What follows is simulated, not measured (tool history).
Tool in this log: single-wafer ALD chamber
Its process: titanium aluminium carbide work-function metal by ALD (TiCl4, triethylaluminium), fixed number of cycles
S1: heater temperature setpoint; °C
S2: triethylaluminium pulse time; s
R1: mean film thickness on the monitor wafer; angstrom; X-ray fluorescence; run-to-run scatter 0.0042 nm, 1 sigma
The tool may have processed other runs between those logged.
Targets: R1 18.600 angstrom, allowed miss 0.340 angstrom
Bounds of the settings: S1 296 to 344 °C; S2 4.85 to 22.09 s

{"run": 1, "day": 0.0, "S1": 320, "S2": 13.47, "R1": 21.305}
{"run": 2, "day": 0.233, "S1": 314, "S2": 13.47, "R1": 20.632}
{"run": 3, "day": 0.575, "S1": 311, "S2": 12.93, "R1": 20.318}
{"run": 4, "day": 0.65, "S1": 309, "S2": 12.32, "R1": 19.999}
{"run": 5, "day": 0.917, "S1": 309, "S2": 10.56, "R1": 19.195}
{"run": 6, "day": 0.992, "S1": 316, "S2": 10.56, "R1": 19.865}
{"run": 7, "day": 1.242, "S1": 314, "S2": 10.37, "R1": 19.601}
{"run": 8, "day": 1.508, "S1": 313, "S2": 10.22, "R1": 19.357}
{"run": 9, "day": 1.688, "S1": 312, "S2": 10.12, "R1": 19.183}
{"run": 10, "day": 1.838, "S1": 304, "S2": 9.27, "R1": 18.026}
{"run": 11, "day": 1.962, "S1": 305, "S2": 9.31, "R1": 18.156}
{"run": 12, "day": 2.021, "S1": 306, "S2": 9.34, "R1": 18.248}
{"run": 13, "day": 2.058, "S1": 306, "S2": 9.34, "R1": 18.239}

Consider the 5 candidate settings below. Which is the only one whose results all fall within their allowed miss of target?
{"run": "A", "day": 2.096, "S1": 303, "S2": 11.98, "R1": "?"}
{"run": "B", "day": 2.096, "S1": 308, "S2": 11.83, "R1": "?"}
{"run": "C", "day": 2.096, "S1": 314, "S2": 10.73, "R1": "?"}
{"run": "D", "day": 2.096, "S1": 302, "S2": 8.7, "R1": "?"}
{"run": "E", "day": 2.096, "S1": 312, "S2": 8.97, "R1": "?"}

move=A R1=19.256
move=B R1=19.656
move=C R1=19.726
move=D R1=17.434
move=E R1=18.472
A: the result that was furthest off in the last run now lies on the other side of its target
B: the result that was furthest off in the last run now lies on the other side of its target
C: the result that was furthest off in the last run now lies on the other side of its target
D: further off than the last run
E: meets every target
The right move is E.

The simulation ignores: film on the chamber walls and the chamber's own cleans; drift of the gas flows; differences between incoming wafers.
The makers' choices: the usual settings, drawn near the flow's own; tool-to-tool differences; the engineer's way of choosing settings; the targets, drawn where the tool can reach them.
